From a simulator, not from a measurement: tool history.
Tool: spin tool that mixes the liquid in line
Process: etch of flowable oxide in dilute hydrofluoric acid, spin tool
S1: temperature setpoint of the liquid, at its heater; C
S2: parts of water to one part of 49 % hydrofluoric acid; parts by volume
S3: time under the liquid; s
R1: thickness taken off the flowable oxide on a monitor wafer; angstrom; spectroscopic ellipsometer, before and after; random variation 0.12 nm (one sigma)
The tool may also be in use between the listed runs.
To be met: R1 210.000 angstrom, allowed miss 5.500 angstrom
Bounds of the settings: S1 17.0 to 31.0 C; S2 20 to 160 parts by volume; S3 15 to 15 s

Run 1, hour 0.0: S1 23.0 C, S2 90 parts by volume, S3 15 s. Result: R1 99.949 angstrom.
Run 2, hour 2.7: S1 23.0 C, S2 90 parts by volume, S3 15 s. Result: R1 99.280 angstrom.
Run 3, hour 8.6: S1 24.5 C, S2 85 parts by volume, S3 15 s. Result: R1 114.180 angstrom.
Run 4, hour 9.2: S1 26.0 C, S2 85 parts by volume, S3 15 s. Result: R1 119.990 angstrom.
Run 5, hour 16.5: S1 27.0 C, S2 80 parts by volume, S3 15 s. Result: R1 133.190 angstrom.
Run 6, hour 20.1: S1 27.5 C, S2 75 parts by volume, S3 15 s. Result: R1 147.250 angstrom.
Run 7, hour 23.1: S1 28.0 C, S2 70 parts by volume, S3 15 s. Result: R1 161.350 angstrom.
Run 8, hour 29.0: S1 28.0 C, S2 70 parts by volume, S3 15 s. Result: R1 160.180 angstrom.
Run 9, hour 31.9: S1 28.5 C, S2 70 parts by volume, S3 15 s. Result: R1 162.190 angstrom.
Run 10, hour 33.0: S1 29.0 C, S2 70 parts by volume, S3 15 s. Result: R1 168.200 angstrom.
Run 11, hour 35.1: S1 29.5 C, S2 70 parts by volume, S3 15 s. Result: R1 169.800 angstrom.
Run 12, hour 39.4: S1 30.0 C, S2 70 parts by volume, S3 15 s. Result: R1 174.100 angstrom.
Run 13, hour 45.6: S1 30.0 C, S2 70 parts by volume, S3 15 s. Result: R1 174.220 angstrom.
Run 14, hour 46.7: S1 30.5 C, S2 65 parts by volume, S3 15 s. Result: R1 192.770 angstrom.

Which of these 4 next moves meets every target?
Run A, hour 47.8: S1 30.5 C, S2 70 parts by volume, S3 15 s. Result: R1 ?.
Run B, hour 47.8: S1 30.5 C, S2 60 parts by volume, S3 15 s. Result: R1 ?.
Run C, hour 47.8: S1 30.0 C, S2 65 parts by volume, S3 15 s. Result: R1 ?.
Run D, hour 47.8: S1 31.0 C, S2 65 parts by volume, S3 15 s. Result: R1 ?.

move       R1
   A  176.310
   B  208.840
   C  187.650
   D  195.030
A: further off than the last run
B: meets every target
C: further off than the last run
D: nearer than the last run, and not there yet
The right move is B.
